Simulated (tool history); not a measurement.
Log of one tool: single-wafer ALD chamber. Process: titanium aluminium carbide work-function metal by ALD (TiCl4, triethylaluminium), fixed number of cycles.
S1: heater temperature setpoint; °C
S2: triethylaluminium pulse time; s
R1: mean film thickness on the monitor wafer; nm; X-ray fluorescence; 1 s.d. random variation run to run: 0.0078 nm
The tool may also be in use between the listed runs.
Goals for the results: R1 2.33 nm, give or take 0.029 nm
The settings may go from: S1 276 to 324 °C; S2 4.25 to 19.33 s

run,hour,S1,S2,R1
1,0,300,11.79,2.0935
2,6.2,302,12,2.1221
3,8.5,304,12.14,2.1226
4,16.6,304,10.59,2.1241
5,18,304,12.63,2.1526
6,26.9,306,12.74,2.1594
7,34.3,308,12.91,2.1837
8,39.5,309,13.03,2.2009

Below are 5 possible settings for the next run. Only one of them brings all results inside the allowed miss of their targets. Which is it?
A,44.7,316,13.38,?
B,44.7,313,12.6,?
C,44.7,311,13.44,?
D,44.7,321,13.28,?
E,44.7,317,10.98,?

move,R1
A,2.2713
B,2.2336
C,2.2207
D,2.3217
E,2.2514
A: moves toward the targets from the last run without getting all of them in spec
B: moves toward the targets from the last run without getting all of them in spec
C: moves toward the targets from the last run without getting all of them in spec
D: every result lands within tolerance
E: moves toward the targets from the last run without getting all of them in spec
Move D is the one to make.
